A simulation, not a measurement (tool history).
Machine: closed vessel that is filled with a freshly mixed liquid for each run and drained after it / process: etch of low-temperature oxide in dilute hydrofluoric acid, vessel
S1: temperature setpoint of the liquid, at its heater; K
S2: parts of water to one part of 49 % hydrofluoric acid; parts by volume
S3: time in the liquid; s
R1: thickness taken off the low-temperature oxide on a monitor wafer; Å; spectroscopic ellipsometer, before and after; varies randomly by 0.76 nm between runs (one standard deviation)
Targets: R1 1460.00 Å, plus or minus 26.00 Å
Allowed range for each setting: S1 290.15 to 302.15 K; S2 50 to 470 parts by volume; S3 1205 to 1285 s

run	hour	S1	S2	S3	R1
1	0.0	294.15	260	1205	373.36
2	7.3	295.15	225	1210	467.34
3	16.2	296.15	195	1210	576.88
4	23.1	296.15	195	1205	578.28
5	23.8	297.15	175	1205	683.10
# hour 30.0: hydrofluoric acid flow meter replaced
6	30.0	299.65	175	1205	871.44
7	36.2	302.15	100	1205	1825.30
8	37.4	298.65	100	1205	1619.00
9	39.1	295.15	100	1205	1401.10
10	44.4	295.65	100	1205	1430.00

Pick the move, out of 5, that brings all results within their allowed miss; only one does.
A	49.7	294.15	95	1230	?
B	49.7	296.65	110	1235	?
C	49.7	299.15	120	1235	?
D	49.7	301.15	130	1245	?
E	49.7	300.65	120	1205	?

move	R1
A	1452.50
B	1368.30
C	1365.60
D	1353.30
E	1410.70
A: each result inside its tolerance
B: moves away from the targets compared with the last run
C: moves away from the targets compared with the last run
D: moves away from the targets compared with the last run
E: moves away from the targets compared with the last run
So the answer is move A, the one that meets all the targets.

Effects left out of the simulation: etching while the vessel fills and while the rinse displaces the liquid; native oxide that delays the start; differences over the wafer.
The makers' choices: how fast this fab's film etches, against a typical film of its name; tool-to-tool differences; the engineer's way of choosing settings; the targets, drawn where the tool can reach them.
